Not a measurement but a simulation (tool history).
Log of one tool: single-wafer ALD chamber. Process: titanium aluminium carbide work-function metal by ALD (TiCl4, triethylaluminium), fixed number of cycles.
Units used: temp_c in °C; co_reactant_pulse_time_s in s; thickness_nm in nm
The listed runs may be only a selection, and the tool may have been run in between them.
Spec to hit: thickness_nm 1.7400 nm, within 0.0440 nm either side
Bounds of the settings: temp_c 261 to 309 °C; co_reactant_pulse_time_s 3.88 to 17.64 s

run	day	temp_c	co_reactant_pulse_time_s	thickness_nm
1	0.000	285	10.76	1.9903
2	0.162	279	10.76	1.9321
3	0.475	269	10.76	1.8508
4	0.833	269	8.41	1.7929
5	0.958	278	8.41	1.8759
6	1.162	278	9.79	1.9121
7	1.304	274	9.09	1.8558
8	1.546	271	8.62	1.8287
9	1.917	269	8.21	1.7866

Exactly one of the 5 candidate moves below puts every result within its allowed miss. Which one?
A	2.288	265	7.41	?
B	2.288	261	6.26	?
C	2.288	275	9.30	?
D	2.288	274	7.87	?
E	2.288	264	5.41	?

move	thickness_nm
A	1.7428
B	1.6699
C	1.8783
D	1.8320
E	1.6579
A: all results land within tolerance of their targets
B: carries the result that was furthest off beyond its target, to the other side
C: the biggest miss grows against the last run
D: the biggest miss grows against the last run
E: carries the result that was furthest off beyond its target, to the other side
A meets every target.

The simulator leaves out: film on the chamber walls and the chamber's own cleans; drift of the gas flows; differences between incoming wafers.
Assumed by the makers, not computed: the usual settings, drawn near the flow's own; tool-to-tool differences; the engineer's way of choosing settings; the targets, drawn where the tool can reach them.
